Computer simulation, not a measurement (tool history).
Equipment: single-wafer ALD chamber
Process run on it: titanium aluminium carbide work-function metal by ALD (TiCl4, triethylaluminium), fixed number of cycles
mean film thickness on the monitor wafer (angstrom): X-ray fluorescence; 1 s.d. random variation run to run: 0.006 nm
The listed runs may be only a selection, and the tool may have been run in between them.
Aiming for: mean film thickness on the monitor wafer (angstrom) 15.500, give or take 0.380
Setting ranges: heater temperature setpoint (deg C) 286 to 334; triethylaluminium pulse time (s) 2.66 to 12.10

run,hour,heater temperature setpoint (deg C),triethylaluminium pulse time (s),mean film thickness on the monitor wafer (angstrom)
1,0.0,310,7.38,19.655
2,3.2,304,6.02,18.313
3,11.4,304,7.89,19.580
4,15.5,300,6.46,18.338
5,18.8,297,5.43,17.275
6,25.3,297,7.22,18.503
7,32.9,297,7.22,18.539
8,35.9,294,6.18,17.701
9,39.7,292,5.36,16.696
10,46.1,291,5.03,16.336
11,53.6,290,4.82,16.113

Below are 5 possible settings for the next run. Only one of them brings all results inside the allowed miss of their targets. Which is it?
A,61.1,286,4.60,?
B,61.1,292,4.82,?
C,61.1,290,5.86,?
D,61.1,297,4.89,?
E,61.1,295,5.23,?

move,mean film thickness on the monitor wafer (angstrom)
A,15.371
B,16.058
C,17.111
D,16.473
E,16.777
A: hits every target within its allowed miss
B: nearer than the last run, and not there yet
C: moves away from the targets compared with the last run
D: moves away from the targets compared with the last run
E: moves away from the targets compared with the last run
A is the move that brings every result within its allowed miss.

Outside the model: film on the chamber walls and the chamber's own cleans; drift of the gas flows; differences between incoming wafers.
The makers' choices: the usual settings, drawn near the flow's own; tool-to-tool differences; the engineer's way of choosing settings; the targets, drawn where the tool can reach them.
